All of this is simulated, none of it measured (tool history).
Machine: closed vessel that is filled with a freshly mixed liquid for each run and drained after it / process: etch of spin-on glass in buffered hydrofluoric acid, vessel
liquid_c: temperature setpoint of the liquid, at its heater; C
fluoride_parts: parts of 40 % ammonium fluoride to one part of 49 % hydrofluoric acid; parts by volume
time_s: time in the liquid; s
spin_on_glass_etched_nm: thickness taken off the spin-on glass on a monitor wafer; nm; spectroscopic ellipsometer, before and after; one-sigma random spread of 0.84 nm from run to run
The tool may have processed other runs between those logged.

run	hour	liquid_c	fluoride_parts	time_s	spin_on_glass_etched_nm
1	0.0	21.0	11.0	95	168.72
2	3.0	21.0	11.0	95	170.08
3	9.4	23.0	11.0	95	191.45
4	10.3	21.5	12.0	95	160.33
5	14.3	24.5	12.0	95	187.07
6	20.8	22.5	12.5	95	160.30

What does the tool deliver on the next run?
7	22.2	21.0	13.0	95	?

{"run 7": {"spin_on_glass_etched_nm": 143.59}}

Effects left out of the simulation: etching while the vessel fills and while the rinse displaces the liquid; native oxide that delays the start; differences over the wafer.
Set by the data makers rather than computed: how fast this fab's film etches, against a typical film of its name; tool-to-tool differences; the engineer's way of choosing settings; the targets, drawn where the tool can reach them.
